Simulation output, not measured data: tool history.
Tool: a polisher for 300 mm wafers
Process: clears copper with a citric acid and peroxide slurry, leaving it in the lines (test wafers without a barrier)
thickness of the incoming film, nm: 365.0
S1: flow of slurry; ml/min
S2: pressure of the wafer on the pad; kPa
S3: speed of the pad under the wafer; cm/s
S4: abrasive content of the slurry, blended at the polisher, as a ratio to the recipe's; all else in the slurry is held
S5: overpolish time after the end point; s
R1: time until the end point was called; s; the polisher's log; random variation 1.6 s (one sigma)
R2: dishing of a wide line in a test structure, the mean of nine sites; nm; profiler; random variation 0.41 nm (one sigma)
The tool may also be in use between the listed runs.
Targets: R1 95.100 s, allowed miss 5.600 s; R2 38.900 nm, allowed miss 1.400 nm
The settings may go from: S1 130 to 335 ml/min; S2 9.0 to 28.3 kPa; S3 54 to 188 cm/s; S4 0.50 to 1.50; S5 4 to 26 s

run	hour	S1	S2	S3	S4	S5	R1	R2
1	0.0	215	18.6	120	1.00	13	164.250	22.291
2	8.7	215	20.7	122	1.00	13	149.400	24.553
3	14.7	215	20.7	122	0.85	13	153.180	23.872
4	17.3	215	20.7	122	0.65	13	155.410	23.043
5	23.3	215	22.1	126	0.65	13	147.840	25.279
6	24.7	245	22.1	126	0.65	13	142.420	25.923
7	25.7	250	23.4	130	0.65	13	129.330	27.410
8	34.8	250	24.1	134	0.65	13	120.110	29.277
9	43.0	250	24.8	136	0.65	13	117.250	30.346

Which of these 4 next moves meets every target?
A	51.2	235	28.3	142	0.80	17	?	?
B	51.2	240	26.9	154	0.60	20	?	?
C	51.2	225	27.6	154	0.60	15	?	?
D	51.2	275	25.5	142	0.65	19	?	?

move	R1	R2
A	94.105	42.615
B	95.639	46.956
C	93.848	38.999
D	106.360	42.115
A: takes the result that was furthest off past its target
B: takes the result that was furthest off past its target
C: meets every target
D: takes the result that was furthest off past its target
Move C is the one to make.
